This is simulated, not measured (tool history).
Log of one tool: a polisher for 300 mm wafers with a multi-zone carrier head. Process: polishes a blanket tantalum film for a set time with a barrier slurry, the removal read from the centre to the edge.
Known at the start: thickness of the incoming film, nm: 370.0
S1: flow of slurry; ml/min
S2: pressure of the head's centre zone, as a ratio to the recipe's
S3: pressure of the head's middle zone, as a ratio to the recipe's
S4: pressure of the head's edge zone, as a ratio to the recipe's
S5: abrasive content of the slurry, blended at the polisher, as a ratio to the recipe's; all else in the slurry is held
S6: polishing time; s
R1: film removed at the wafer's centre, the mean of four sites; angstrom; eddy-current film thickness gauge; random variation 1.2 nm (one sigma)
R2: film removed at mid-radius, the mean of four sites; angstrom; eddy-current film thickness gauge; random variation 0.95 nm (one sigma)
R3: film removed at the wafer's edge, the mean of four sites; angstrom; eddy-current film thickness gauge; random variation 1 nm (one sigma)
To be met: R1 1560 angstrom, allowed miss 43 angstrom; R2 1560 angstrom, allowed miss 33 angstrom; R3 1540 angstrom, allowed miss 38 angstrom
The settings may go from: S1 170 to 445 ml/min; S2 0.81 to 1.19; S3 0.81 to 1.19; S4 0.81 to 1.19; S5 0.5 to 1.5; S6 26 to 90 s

run,hour,S1,S2,S3,S4,S5,S6,R1,R2,R3
1,0,285,1,1,1,1,58,1282.4,1246.9,1278.7
2,5.6,300,1.02,1.04,1.04,1.05,58,1328.2,1322.1,1336.6
3,13.5,300,1.02,1.04,1.04,1.05,70,1621.6,1613.7,1605.7
4,21.6,300,1.02,1.12,1.04,1.05,70,1622.9,1714.6,1610.1
5,28,300,1.02,1.12,1.04,1.05,77,1761.8,1891.9,1749.2
6,36.7,300,1.02,1.12,0.95,1.05,77,1772.6,1898,1697.9
7,38.6,280,1,1.07,0.92,1,77,1698.9,1786.1,1622.4
8,41.3,280,1,1.07,0.92,1,77,1695.4,1773.5,1644
9,45.6,265,0.99,1.04,0.9,1,77,1676.8,1746.2,1620.2
10,47,230,0.94,0.94,0.87,0.9,77,1506.1,1512.5,1519.9

4 next moves are on the table. One of them brings every result within its allowed miss. Which?
A,48.4,180,0.94,0.91,0.93,0.9,77,?,?,?
B,48.4,245,0.91,0.87,0.88,1,75,?,?,?
C,48.4,235,0.95,0.95,0.85,1.05,75,?,?,?
D,48.4,300,0.94,0.87,0.89,0.9,78,?,?,?

move,R1,R2,R3
A,1477.6,1440.7,1548.4
B,1494.8,1446.2,1563.3
C,1577.4,1571.7,1557.1
D,1586.2,1482,1602.6
A: further off than the last run
B: further off than the last run
C: meets every target
D: further off than the last run
Move C is the one to make.
